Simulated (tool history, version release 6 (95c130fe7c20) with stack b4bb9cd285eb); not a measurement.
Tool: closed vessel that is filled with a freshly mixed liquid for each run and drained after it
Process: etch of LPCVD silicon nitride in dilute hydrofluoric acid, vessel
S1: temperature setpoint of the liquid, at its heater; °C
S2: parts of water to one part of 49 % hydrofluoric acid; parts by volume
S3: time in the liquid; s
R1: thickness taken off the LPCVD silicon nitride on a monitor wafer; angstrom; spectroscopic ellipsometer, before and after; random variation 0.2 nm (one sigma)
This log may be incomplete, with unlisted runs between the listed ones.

run  hour    S1  S2    S3      R1
  1   0.0  25.0  65  1120  102.56
  2   7.0  26.5  60  1120  123.18
  3   8.7  25.0  60  1120  110.30
  4  14.3  26.5  60  1120  123.78
  5  20.5  26.5  45  1120  167.23
  6  23.5  26.5  55  1120  133.75
  7  28.8  27.5  55  1120  144.97

What does the tool deliver on the next run?
  8  29.3  28.5  55  1120   ?

{"run 8": {"R1": 153.31}}
